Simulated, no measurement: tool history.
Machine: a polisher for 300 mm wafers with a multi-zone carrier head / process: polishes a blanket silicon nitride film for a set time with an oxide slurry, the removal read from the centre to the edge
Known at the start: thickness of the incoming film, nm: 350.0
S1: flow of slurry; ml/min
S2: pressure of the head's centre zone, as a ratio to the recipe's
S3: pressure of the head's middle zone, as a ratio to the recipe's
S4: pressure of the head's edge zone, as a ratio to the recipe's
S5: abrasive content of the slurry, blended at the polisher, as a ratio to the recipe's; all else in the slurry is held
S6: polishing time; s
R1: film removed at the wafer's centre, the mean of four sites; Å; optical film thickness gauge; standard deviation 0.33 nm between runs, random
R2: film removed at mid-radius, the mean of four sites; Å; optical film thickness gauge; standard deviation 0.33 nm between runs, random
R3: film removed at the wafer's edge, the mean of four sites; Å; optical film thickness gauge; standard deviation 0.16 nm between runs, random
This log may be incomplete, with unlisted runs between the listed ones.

run  hour   S1    S2    S3    S4    S5  S6      R1      R2      R3
  1     0  180     1     1     1     1  66  337.57  348.81  334.35
  2     9  180  1.03  0.99  0.96  0.85  65  311.46  313.82  294.56
  3  16.7  180  1.03  0.99  0.96   0.7  65  267.59  266.54  261.25
  4  20.6  170  1.06  0.98  0.92   0.7  65  276.85  269.66  254.28
  5  25.7  170   1.1  0.98  0.92   0.7  65  282.67  258.01   250.7
  6  28.2  170   1.1  0.94  0.92   0.7  65  290.65  250.58  256.78
  7  29.5  160  1.12  0.95   0.9   0.7  65  298.55  257.42  249.55

Predict the results of run 8:
  8  32.1  155  1.12  0.95  0.89  0.7  65   ?   ?   ?

{"run 8": {"R1": 286.01, "R2": 258.24, "R3": 250.43}}
